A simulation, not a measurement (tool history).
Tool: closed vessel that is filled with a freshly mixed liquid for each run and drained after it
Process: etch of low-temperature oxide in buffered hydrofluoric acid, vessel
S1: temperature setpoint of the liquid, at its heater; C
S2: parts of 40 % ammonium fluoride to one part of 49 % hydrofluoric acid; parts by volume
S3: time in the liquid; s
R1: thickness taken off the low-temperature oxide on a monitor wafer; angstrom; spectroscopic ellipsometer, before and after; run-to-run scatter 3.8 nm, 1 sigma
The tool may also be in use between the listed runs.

run,hour,S1,S2,S3,R1
1,0.0,24.0,10.0,90,3001.4
2,6.2,24.0,10.0,100,3372.7
3,7.4,20.5,10.0,100,2742.7
4,13.3,20.5,12.0,100,2301.2
5,21.4,24.0,12.0,100,2806.2
6,22.3,25.5,12.0,100,3064.6
7,31.0,29.5,9.0,100,4838.4
8,35.9,30.0,8.5,100,5242.7

Run 9, settings as shown, results not yet in. Your forecast:
9,43.2,30.5,8.0,100,?

Run 9 produced R1 5807.2 angstrom.
